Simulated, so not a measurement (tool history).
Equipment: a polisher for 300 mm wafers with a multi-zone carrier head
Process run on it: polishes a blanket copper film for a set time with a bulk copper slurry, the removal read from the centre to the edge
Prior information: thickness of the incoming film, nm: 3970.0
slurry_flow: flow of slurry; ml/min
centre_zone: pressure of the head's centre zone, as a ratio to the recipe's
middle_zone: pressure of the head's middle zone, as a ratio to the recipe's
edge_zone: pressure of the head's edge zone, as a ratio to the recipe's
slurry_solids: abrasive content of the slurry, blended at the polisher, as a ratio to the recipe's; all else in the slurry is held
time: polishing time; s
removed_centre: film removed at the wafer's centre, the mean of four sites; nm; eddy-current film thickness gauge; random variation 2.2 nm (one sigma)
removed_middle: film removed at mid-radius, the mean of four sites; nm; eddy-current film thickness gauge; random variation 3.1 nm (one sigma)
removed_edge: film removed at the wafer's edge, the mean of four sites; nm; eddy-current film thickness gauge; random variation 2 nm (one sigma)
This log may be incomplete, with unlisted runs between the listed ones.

run,hour,slurry_flow,centre_zone,middle_zone,edge_zone,slurry_solids,time,removed_centre,removed_middle,removed_edge
1,0.0,155,1.00,1.00,1.00,1.00,83,633.19,649.84,625.01
2,1.5,170,1.00,1.00,1.00,1.00,83,660.75,656.30,634.12
3,4.3,155,0.96,0.96,0.99,0.90,74,542.89,546.17,546.78
4,10.6,155,0.96,0.96,0.99,0.90,93,689.04,683.03,687.43
5,14.6,155,0.88,0.96,0.99,0.90,93,619.82,671.01,679.16
6,18.3,145,0.86,0.94,0.98,0.80,81,509.30,568.42,571.96
7,21.4,135,0.85,0.91,0.98,0.75,71,432.02,467.05,497.49
8,27.1,125,0.84,0.90,0.96,0.70,65,377.66,411.29,434.73
9,29.4,120,0.83,0.89,0.95,0.65,62,345.36,383.99,409.10

Run 10 is up next; what results do you expect?
10,30.5,115,0.83,0.87,0.93,0.60,60,?,?,?

removed_centre: 328.85 nm
removed_middle: 353.70 nm
removed_edge: 382.17 nm
